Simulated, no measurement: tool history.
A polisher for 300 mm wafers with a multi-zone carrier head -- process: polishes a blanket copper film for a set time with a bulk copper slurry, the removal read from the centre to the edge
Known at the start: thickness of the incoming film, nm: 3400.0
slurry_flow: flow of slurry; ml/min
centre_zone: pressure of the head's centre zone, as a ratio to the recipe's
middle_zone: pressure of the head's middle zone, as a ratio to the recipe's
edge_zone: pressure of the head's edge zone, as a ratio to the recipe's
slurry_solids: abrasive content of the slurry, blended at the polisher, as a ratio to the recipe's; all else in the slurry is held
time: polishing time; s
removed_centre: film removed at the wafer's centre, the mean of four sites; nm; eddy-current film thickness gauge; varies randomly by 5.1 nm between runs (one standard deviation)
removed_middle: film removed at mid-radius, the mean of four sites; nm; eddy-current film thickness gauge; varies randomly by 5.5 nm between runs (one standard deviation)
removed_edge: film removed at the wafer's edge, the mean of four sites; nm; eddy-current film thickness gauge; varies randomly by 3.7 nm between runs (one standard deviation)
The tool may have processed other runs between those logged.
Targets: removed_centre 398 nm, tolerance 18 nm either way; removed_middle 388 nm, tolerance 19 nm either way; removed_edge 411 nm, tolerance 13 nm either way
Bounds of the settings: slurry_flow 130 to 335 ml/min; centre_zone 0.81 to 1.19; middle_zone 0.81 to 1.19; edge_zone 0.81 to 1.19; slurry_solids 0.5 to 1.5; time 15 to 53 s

run,hour,slurry_flow,centre_zone,middle_zone,edge_zone,slurry_solids,time,removed_centre,removed_middle,removed_edge
1,0,215,1,1,1,1,34,343.56,345.23,340.51
2,1.3,225,1.01,1,1.04,1.1,34,359.56,351.38,355.1
3,4,225,1.01,1,1.04,1.1,31,328.58,322.19,321.94
4,5.6,225,1,1,1.07,1.2,32,339.3,342.27,350.34
5,10.3,185,1,1,1.07,1.2,32,336.09,326.84,337.37
6,18.5,225,1,1,1.07,1.2,32,339.06,333.55,346.53
7,24.1,235,1.01,1.02,1.09,1.3,32,358.35,349.42,351.3
8,27.9,240,1,1.02,1.11,1.35,33,361.28,376.64,372.32
9,29.7,245,1.01,1.01,1.13,1.4,33,377.26,370.13,388.82
10,36.9,255,1.01,1.01,1.14,1.4,33,377.99,364.52,389.19
11,43.8,260,1.01,1.02,1.15,1.45,33,381.26,369.7,384.92
12,46.6,260,1.01,1.02,1.16,1.45,33,378.39,381.42,392.69

Which one of the following 4 next-run settings gets every result inside its allowed miss? There is exactly one.
A,49.4,220,0.86,0.9,1.19,1.25,39,?,?,?
B,49.4,240,1.02,0.99,1.17,1.3,36,?,?,?
C,49.4,235,0.9,0.85,1.17,1.45,35,?,?,?
D,49.4,300,0.92,1.08,1.18,1.3,34,?,?,?

move,removed_centre,removed_middle,removed_edge
A,358.11,380.47,447.71
B,400.38,378.53,415.72
C,350.05,343.27,413.54
D,349.48,386.29,400.8
A: carries the result that was furthest off beyond its target, to the other side
B: every result within its allowed miss
C: corrects the largest miss of the last run, while another result sits out of spec
D: corrects the largest miss of the last run, while another result sits out of spec
B is the move that brings every result within its allowed miss.
